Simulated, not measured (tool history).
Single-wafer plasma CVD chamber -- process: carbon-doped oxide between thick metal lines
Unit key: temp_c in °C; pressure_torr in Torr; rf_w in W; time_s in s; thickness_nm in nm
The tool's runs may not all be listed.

run 1 day=0.000 | temp_c=370 pressure_torr=5.93 rf_w=645 time_s=70.1 | thickness_nm=394.35
run 2 day=0.108 | temp_c=371 pressure_torr=5.86 rf_w=615 time_s=69.6 | thickness_nm=371.80
run 3 day=0.383 | temp_c=372 pressure_torr=5.73 rf_w=600 time_s=69.4 | thickness_nm=362.61
run 4 day=0.417 | temp_c=373 pressure_torr=5.57 rf_w=590 time_s=69.3 | thickness_nm=355.11
run 5 day=0.471 | temp_c=367 pressure_torr=5.57 rf_w=590 time_s=69.3 | thickness_nm=358.01
run 6 day=0.775 | temp_c=367 pressure_torr=5.44 rf_w=580 time_s=69.2 | thickness_nm=349.10
run 7 day=1.071 | temp_c=367 pressure_torr=5.31 rf_w=570 time_s=69.1 | thickness_nm=341.33
run 8 day=1.271 | temp_c=367 pressure_torr=5.31 rf_w=570 time_s=69.1 | thickness_nm=342.23
run 9 day=1.329 | temp_c=367 pressure_torr=5.17 rf_w=565 time_s=69.0 | thickness_nm=336.92
run 10 day=1.504 | temp_c=367 pressure_torr=5.03 rf_w=560 time_s=69.0 | thickness_nm=332.15
run 11 day=1.767 | temp_c=367 pressure_torr=5.03 rf_w=560 time_s=69.0 | thickness_nm=332.18
run 12 day=2.008 | temp_c=367 pressure_torr=4.91 rf_w=555 time_s=69.0 | thickness_nm=328.88
run 13 day=2.200 | temp_c=367 pressure_torr=4.81 rf_w=550 time_s=69.0 | thickness_nm=322.95
run 14 day=2.346 | temp_c=367 pressure_torr=4.74 rf_w=550 time_s=69.0 | thickness_nm=324.03

Run 15, settings as shown, results not yet in. Your forecast:
run 15 day=2.696 | temp_c=367 pressure_torr=4.66 rf_w=550 time_s=69.0 | thickness_nm=?

thickness_nm: 323.22 nm
